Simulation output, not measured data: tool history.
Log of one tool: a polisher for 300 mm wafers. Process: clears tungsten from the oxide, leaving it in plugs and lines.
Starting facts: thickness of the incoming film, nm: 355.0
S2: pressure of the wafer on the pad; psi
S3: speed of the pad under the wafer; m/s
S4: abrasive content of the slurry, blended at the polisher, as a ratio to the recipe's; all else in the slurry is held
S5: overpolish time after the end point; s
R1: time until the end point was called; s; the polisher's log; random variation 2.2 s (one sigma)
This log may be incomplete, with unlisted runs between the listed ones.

{"run": 1, "day": 0.0, "flow of slurry (ml/min)": 210, "S2": 2.6, "S3": 0.84, "S4": 1, "S5": 7, "R1": 136.87}
{"run": 2, "day": 0.112, "flow of slurry (ml/min)": 210, "S2": 2.3, "S3": 0.84, "S4": 1, "S5": 7, "R1": 155.38}
{"run": 3, "day": 0.442, "flow of slurry (ml/min)": 210, "S2": 2.1, "S3": 0.84, "S4": 1, "S5": 7, "R1": 168.07}
{"run": 4, "day": 0.812, "flow of slurry (ml/min)": 210, "S2": 2, "S3": 0.84, "S4": 1, "S5": 7, "R1": 175.56}
{"run": 5, "day": 1.0, "flow of slurry (ml/min)": 210, "S2": 2, "S3": 0.96, "S4": 1, "S5": 7, "R1": 159.93}
{"run": 6, "day": 1.25, "flow of slurry (ml/min)": 210, "S2": 1.9, "S3": 0.96, "S4": 1, "S5": 7, "R1": 171.48}
{"run": 7, "day": 1.621, "flow of slurry (ml/min)": 210, "S2": 1.8, "S3": 0.96, "S4": 1, "S5": 7, "R1": 173.83}

What does the tool deliver on the next run?
{"run": 8, "day": 1.958, "flow of slurry (ml/min)": 210, "S2": 1.7, "S3": 0.96, "S4": 1, "S5": 7, "R1": "?"}

Run 8 produced R1 186.04 s.

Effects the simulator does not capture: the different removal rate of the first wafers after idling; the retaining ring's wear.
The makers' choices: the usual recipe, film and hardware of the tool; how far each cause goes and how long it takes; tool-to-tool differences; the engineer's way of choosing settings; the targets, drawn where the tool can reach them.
